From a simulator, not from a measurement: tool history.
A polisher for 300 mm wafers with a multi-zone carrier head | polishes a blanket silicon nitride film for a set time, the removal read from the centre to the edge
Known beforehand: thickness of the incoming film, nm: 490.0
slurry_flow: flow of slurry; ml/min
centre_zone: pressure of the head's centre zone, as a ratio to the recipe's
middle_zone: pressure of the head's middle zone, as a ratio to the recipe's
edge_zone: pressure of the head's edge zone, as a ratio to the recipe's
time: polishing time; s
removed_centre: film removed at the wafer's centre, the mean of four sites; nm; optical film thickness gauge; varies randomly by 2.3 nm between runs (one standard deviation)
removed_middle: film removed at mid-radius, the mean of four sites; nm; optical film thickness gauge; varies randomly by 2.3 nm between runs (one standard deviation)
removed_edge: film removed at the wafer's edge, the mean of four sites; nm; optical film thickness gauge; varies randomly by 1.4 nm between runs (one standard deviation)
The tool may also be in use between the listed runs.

run 1 hour=0 | slurry_flow=160 centre_zone=1 middle_zone=1 edge_zone=1 time=86 | removed_centre=135.71 removed_middle=133.64 removed_edge=141.64
run 2 hour=5.9 | slurry_flow=165 centre_zone=0.99 middle_zone=1.02 edge_zone=1.01 time=88 | removed_centre=138.94 removed_middle=138.69 removed_edge=144.32
run 3 hour=13.4 | slurry_flow=165 centre_zone=0.9 middle_zone=1.02 edge_zone=1.01 time=88 | removed_centre=127.81 removed_middle=141.3 removed_edge=145.69
run 4 hour=17.8 | slurry_flow=165 centre_zone=0.9 middle_zone=1.02 edge_zone=0.95 time=88 | removed_centre=124.99 removed_middle=137.27 removed_edge=142.6
run 5 hour=24.2 | slurry_flow=170 centre_zone=0.89 middle_zone=1.03 edge_zone=0.97 time=90 | removed_centre=127.16 removed_middle=144.6 removed_edge=146.15
run 6 hour=31.5 | slurry_flow=170 centre_zone=0.89 middle_zone=1.04 edge_zone=0.98 time=92 | removed_centre=130.01 removed_middle=148.68 removed_edge=151.13
run 7 hour=34.1 | slurry_flow=175 centre_zone=0.89 middle_zone=1.05 edge_zone=0.99 time=93 | removed_centre=133.59 removed_middle=152.4 removed_edge=154.94

Run 8 comes next. What will it give?
run 8 hour=40.9 | slurry_flow=180 centre_zone=0.89 middle_zone=1.06 edge_zone=0.99 time=94 | removed_centre=? removed_middle=? removed_edge=?

Run 8 came out at removed_centre 133.59 nm, removed_middle 157.86 nm, removed_edge 154.01 nm.

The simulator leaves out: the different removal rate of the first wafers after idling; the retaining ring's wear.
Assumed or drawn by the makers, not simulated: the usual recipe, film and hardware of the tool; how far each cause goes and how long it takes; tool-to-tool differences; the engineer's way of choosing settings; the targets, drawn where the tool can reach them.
